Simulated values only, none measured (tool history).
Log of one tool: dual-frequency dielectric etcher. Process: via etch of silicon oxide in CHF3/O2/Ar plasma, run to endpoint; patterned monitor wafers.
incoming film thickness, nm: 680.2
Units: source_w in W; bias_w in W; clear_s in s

run  hour  source_w  bias_w  clear_s
  1   0.0       880     170   316.74
  2   6.1       900     171   313.55
  3   6.8       920     172   309.01
  4  15.5       850     172   320.76
  5  19.6       850     142   345.37
  6  23.2       890     143   335.01
  7  27.8      1070     150   300.68
  8  35.5      1070     150   301.41
  9  36.5      1080     150   299.73
 10  44.2      1090     150   298.72
 11  51.9      1100     150   297.65

Forecast run 12:
 12  54.0      1110     150        ?

clear_s: 297.45 s
